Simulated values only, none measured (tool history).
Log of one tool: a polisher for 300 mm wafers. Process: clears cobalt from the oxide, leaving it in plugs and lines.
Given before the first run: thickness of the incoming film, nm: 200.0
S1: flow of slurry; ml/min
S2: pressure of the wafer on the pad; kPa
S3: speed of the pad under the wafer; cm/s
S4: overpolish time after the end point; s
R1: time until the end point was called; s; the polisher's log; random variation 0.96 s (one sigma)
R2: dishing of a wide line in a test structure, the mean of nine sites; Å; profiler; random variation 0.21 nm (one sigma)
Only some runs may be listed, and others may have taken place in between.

run,day,S1,S2,S3,S4,R1,R2
1,0,280,14.5,130,10,25.251,122.53
2,0.121,280,13.1,126,9,29.006,122.14
3,0.304,310,13.1,126,9,28.473,127.04
4,0.588,310,11.7,126,9,31.613,123.52
5,0.888,310,11.7,126,7,31.32,121.17
6,1.208,305,11,124,7,33.55,122.28
7,1.579,295,10.3,122,6,36.435,113.63
8,1.892,300,9.7,120,6,38.011,111.35
9,1.912,220,9,98,11,51.886,121.35

What does the tool deliver on the next run?
10,1.971,220,9,98,10,?,?

{"run 10": {"R1": 50.901, "R2": 119.2}}
